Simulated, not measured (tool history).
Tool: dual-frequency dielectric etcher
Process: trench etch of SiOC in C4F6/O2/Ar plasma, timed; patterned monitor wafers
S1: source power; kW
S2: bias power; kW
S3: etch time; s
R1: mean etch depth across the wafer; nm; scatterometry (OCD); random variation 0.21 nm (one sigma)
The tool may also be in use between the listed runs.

run,day,S1,S2,S3,R1
1,0.000,0.380,0.174,15.0,33.748
2,0.133,0.390,0.176,15.0,34.055
3,0.488,0.400,0.178,15.0,34.880
4,0.525,0.340,0.178,15.0,32.437
5,0.554,0.340,0.198,15.0,33.193
# day 0.671: source power generator calibrated
6,0.671,0.290,0.198,15.0,30.324
7,0.754,0.310,0.200,15.0,31.531
8,1.000,0.330,0.202,15.0,32.312
9,1.192,0.350,0.204,15.0,33.590

The next listed run, before its measurement:
10,1.221,0.360,0.205,15.0,?

Run 10 gave R1 34.161 nm.
